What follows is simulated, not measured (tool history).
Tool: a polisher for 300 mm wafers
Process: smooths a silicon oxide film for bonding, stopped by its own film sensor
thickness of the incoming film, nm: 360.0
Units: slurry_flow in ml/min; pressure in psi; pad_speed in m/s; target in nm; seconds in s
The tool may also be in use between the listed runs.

| run | hour | slurry_flow | pressure | pad_speed | slurry_solids | target | seconds |
|---|---|---|---|---|---|---|---|
| 1 | 0 | 280 | 1.7 | 0.92 | 1 | 315 | 69.004 |
| 2 | 7.1 | 280 | 1.7 | 0.92 | 0.8 | 315 | 77.123 |
| 3 | 7.8 | 350 | 1.7 | 0.92 | 0.8 | 315 | 73.733 |
| 4 | 12.5 | 395 | 1.7 | 0.92 | 0.8 | 315 | 74.422 |
| 5 | 20.9 | 395 | 1.7 | 1.04 | 0.8 | 315 | 69.727 |
| 6 | 22.3 | 395 | 1.7 | 1.04 | 0.8 | 315 | 68.161 |

Forecast run 7:
| 7 | 24.2 | 395 | 1.9 | 1.06 | 0.8 | 315 | ? |

Run 7 gave seconds 60.306 s.

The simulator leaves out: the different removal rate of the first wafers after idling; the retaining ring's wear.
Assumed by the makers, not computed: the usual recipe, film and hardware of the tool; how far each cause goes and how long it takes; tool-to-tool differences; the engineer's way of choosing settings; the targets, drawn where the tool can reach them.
